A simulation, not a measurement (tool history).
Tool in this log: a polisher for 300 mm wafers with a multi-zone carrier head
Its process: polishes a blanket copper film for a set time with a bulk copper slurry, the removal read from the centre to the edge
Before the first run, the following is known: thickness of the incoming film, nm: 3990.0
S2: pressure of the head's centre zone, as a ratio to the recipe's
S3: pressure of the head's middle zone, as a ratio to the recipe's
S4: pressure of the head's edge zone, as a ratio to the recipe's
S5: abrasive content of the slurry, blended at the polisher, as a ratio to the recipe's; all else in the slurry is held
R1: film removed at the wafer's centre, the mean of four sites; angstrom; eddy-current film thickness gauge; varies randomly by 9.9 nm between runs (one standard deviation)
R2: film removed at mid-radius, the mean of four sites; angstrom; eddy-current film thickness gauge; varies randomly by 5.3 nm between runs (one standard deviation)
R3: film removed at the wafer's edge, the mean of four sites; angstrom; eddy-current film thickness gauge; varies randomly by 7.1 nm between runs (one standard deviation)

Run 1, hour 0: flow of slurry (ml/min) 190, S2 1, S3 1, S4 1, S5 1, polishing time (s) 74. Result: R1 6307 angstrom, R2 6388.4 angstrom, R3 6580.3 angstrom.
Run 2, hour 4.2: flow of slurry (ml/min) 195, S2 1.02, S3 1, S4 1.02, S5 1.05, polishing time (s) 74. Result: R1 6612.4 angstrom, R2 6493.2 angstrom, R3 6857.3 angstrom.
Run 3, hour 12.5: flow of slurry (ml/min) 195, S2 1.09, S3 1, S4 1.02, S5 1.05, polishing time (s) 74. Result: R1 7051.1 angstrom, R2 6484.5 angstrom, R3 6771.8 angstrom.
Run 4, hour 13.4: flow of slurry (ml/min) 195, S2 1.09, S3 1.04, S4 1.02, S5 1.05, polishing time (s) 74. Result: R1 7148.2 angstrom, R2 6750 angstrom, R3 6800.9 angstrom.
Run 5, hour 21.4: flow of slurry (ml/min) 200, S2 1.1, S3 1.04, S4 1.04, S5 1.1, polishing time (s) 74. Result: R1 7167.2 angstrom, R2 6823.1 angstrom, R3 6961 angstrom.
Run 6, hour 28.9: flow of slurry (ml/min) 200, S2 1.17, S3 1.04, S4 1.04, S5 1.1, polishing time (s) 74. Result: R1 7574.2 angstrom, R2 6847.1 angstrom, R3 6933.3 angstrom.

What does the tool deliver on the next run?
Run 7, hour 37.1: flow of slurry (ml/min) 205, S2 1.17, S3 1.03, S4 1.04, S5 1.15, polishing time (s) 75. Result: R1 ?, R2 ?, R3 ?.

R1: 7874.9 angstrom
R2: 6920.7 angstrom
R3: 7117.5 angstrom

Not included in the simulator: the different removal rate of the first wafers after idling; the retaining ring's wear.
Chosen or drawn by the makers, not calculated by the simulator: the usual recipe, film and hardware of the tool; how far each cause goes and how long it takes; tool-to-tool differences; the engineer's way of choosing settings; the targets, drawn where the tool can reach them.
